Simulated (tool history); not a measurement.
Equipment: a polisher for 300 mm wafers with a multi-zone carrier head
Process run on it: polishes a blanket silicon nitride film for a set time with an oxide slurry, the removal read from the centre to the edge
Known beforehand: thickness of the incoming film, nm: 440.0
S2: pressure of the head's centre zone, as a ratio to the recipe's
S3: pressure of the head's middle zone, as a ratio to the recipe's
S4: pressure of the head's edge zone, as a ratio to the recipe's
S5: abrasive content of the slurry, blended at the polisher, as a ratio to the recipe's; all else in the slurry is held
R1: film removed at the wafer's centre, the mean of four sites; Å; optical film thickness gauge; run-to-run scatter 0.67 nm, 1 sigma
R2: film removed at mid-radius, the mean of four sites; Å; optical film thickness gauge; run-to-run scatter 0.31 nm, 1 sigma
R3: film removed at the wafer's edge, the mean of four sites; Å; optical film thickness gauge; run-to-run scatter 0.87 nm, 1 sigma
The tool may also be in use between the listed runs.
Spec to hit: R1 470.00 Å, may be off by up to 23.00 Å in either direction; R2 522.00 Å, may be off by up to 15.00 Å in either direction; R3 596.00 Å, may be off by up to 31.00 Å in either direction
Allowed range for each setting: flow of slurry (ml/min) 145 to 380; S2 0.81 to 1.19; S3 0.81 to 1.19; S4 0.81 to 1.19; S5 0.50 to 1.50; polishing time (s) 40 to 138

{"run": 1, "hour": 0.0, "flow of slurry (ml/min)": 245, "S2": 1.0, "S3": 1.0, "S4": 1.0, "S5": 1.0, "polishing time (s)": 88, "R1": 342.62, "R2": 342.38, "R3": 345.41}
{"run": 2, "hour": 5.3, "flow of slurry (ml/min)": 245, "S2": 1.0, "S3": 1.0, "S4": 1.09, "S5": 1.0, "polishing time (s)": 88, "R1": 337.32, "R2": 337.89, "R3": 364.78}
{"run": 3, "hour": 10.9, "flow of slurry (ml/min)": 245, "S2": 1.0, "S3": 0.93, "S4": 1.09, "S5": 1.0, "polishing time (s)": 88, "R1": 345.57, "R2": 318.01, "R3": 360.13}
{"run": 4, "hour": 16.2, "flow of slurry (ml/min)": 245, "S2": 1.0, "S3": 0.99, "S4": 1.09, "S5": 1.0, "polishing time (s)": 88, "R1": 335.03, "R2": 333.39, "R3": 366.62}
{"run": 5, "hour": 21.5, "flow of slurry (ml/min)": 245, "S2": 1.0, "S3": 1.0, "S4": 1.1, "S5": 1.05, "polishing time (s)": 90, "R1": 354.03, "R2": 354.6, "R3": 372.3}
{"run": 6, "hour": 25.6, "flow of slurry (ml/min)": 235, "S2": 0.97, "S3": 0.99, "S4": 1.11, "S5": 1.05, "polishing time (s)": 95, "R1": 360.79, "R2": 373.9, "R3": 403.43}
{"run": 7, "hour": 34.4, "flow of slurry (ml/min)": 230, "S2": 0.95, "S3": 0.98, "S4": 1.12, "S5": 1.1, "polishing time (s)": 97, "R1": 362.83, "R2": 388.22, "R3": 418.68}
{"run": 8, "hour": 41.5, "flow of slurry (ml/min)": 225, "S2": 0.94, "S3": 0.97, "S4": 1.13, "S5": 1.15, "polishing time (s)": 99, "R1": 378.51, "R2": 399.24, "R3": 448.55}
{"run": 9, "hour": 46.6, "flow of slurry (ml/min)": 225, "S2": 0.94, "S3": 0.97, "S4": 1.14, "S5": 1.2, "polishing time (s)": 100, "R1": 398.44, "R2": 411.35, "R3": 464.07}
{"run": 10, "hour": 53.8, "flow of slurry (ml/min)": 225, "S2": 0.93, "S3": 0.97, "S4": 1.15, "S5": 1.25, "polishing time (s)": 101, "R1": 400.71, "R2": 424.06, "R3": 473.04}
{"run": 11, "hour": 60.0, "flow of slurry (ml/min)": 220, "S2": 0.92, "S3": 0.97, "S4": 1.15, "S5": 1.3, "polishing time (s)": 103, "R1": 416.91, "R2": 438.11, "R3": 492.37}
{"run": 12, "hour": 63.2, "flow of slurry (ml/min)": 220, "S2": 0.91, "S3": 0.97, "S4": 1.16, "S5": 1.3, "polishing time (s)": 104, "R1": 413.81, "R2": 439.13, "R3": 497.36}
{"run": 13, "hour": 67.9, "flow of slurry (ml/min)": 215, "S2": 0.9, "S3": 0.97, "S4": 1.16, "S5": 1.3, "polishing time (s)": 105, "R1": 416.52, "R2": 441.27, "R3": 499.88}

Which one of the following 5 next-run settings gets every result inside its allowed miss? There is exactly one.
{"run": "A", "hour": 72.6, "flow of slurry (ml/min)": 255, "S2": 0.92, "S3": 1.03, "S4": 1.1, "S5": 1.4, "polishing time (s)": 112, "R1": "?", "R2": "?", "R3": "?"}
{"run": "B", "hour": 72.6, "flow of slurry (ml/min)": 230, "S2": 0.93, "S3": 1.04, "S4": 1.1, "S5": 1.4, "polishing time (s)": 122, "R1": "?", "R2": "?", "R3": "?"}
{"run": "C", "hour": 72.6, "flow of slurry (ml/min)": 185, "S2": 1.08, "S3": 1.04, "S4": 1.05, "S5": 1.3, "polishing time (s)": 118, "R1": "?", "R2": "?", "R3": "?"}
{"run": "D", "hour": 72.6, "flow of slurry (ml/min)": 190, "S2": 1.03, "S3": 1.13, "S4": 1.01, "S5": 1.4, "polishing time (s)": 115, "R1": "?", "R2": "?", "R3": "?"}
{"run": "E", "hour": 72.6, "flow of slurry (ml/min)": 235, "S2": 0.87, "S3": 0.97, "S4": 1.18, "S5": 1.3, "polishing time (s)": 120, "R1": "?", "R2": "?", "R3": "?"}

move=A R1=487.83 R2=532.11 R3=541.81
move=B R1=529.18 R2=576.41 R3=584.09
move=C R1=553.79 R2=520.54 R3=520.41
move=D R1=534.97 R2=565.47 R3=515.49
move=E R1=472.21 R2=519.08 R3=578.16
A: corrects the largest miss of the last run, while another result sits out of spec
B: the result that was furthest off in the last run now lies on the other side of its target
C: corrects the largest miss of the last run, while another result sits out of spec
D: the result that was furthest off in the last run now lies on the other side of its target
E: each result inside its tolerance
E meets every target.

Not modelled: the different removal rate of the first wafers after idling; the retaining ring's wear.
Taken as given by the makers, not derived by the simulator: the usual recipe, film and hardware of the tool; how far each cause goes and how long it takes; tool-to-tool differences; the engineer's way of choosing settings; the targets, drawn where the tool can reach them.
